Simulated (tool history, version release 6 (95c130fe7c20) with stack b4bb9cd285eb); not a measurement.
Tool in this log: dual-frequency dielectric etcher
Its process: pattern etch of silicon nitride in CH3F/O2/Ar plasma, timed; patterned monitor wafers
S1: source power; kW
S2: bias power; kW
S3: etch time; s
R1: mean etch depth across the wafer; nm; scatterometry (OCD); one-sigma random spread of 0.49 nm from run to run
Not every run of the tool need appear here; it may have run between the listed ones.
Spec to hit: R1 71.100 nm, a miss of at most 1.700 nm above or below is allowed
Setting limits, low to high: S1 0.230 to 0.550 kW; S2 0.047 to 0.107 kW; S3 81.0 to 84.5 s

run  hour     S1     S2    S3      R1
  1   0.0  0.390  0.077  81.0  59.362
  2   5.8  0.420  0.080  81.0  62.297
  3   9.1  0.420  0.080  84.5  65.244
  4  12.2  0.420  0.080  81.0  61.803
  5  16.9  0.360  0.080  81.0  58.423
  6  20.8  0.400  0.083  81.0  62.299
  7  25.6  0.430  0.084  81.0  64.375
  8  27.7  0.450  0.085  81.0  65.959
  9  35.6  0.470  0.086  81.0  67.108

Next run, 5 choices. One meets every target within its allowed miss, the rest don't. Which?
  A  43.5  0.430  0.107  84.5   ?
  B  43.5  0.490  0.091  83.0   ?
  C  43.5  0.530  0.078  81.0   ?
  D  43.5  0.550  0.092  83.0   ?
  E  43.5  0.520  0.092  83.0   ?

move      R1
   A  74.425
   B  71.476
   C  67.134
   D  75.107
   E  73.497
A: pushes the last run's worst result past its target
B: in spec on every target
C: neither nearer nor further off than the last run
D: pushes the last run's worst result past its target
E: pushes the last run's worst result past its target
B is the move that brings every result within its allowed miss.

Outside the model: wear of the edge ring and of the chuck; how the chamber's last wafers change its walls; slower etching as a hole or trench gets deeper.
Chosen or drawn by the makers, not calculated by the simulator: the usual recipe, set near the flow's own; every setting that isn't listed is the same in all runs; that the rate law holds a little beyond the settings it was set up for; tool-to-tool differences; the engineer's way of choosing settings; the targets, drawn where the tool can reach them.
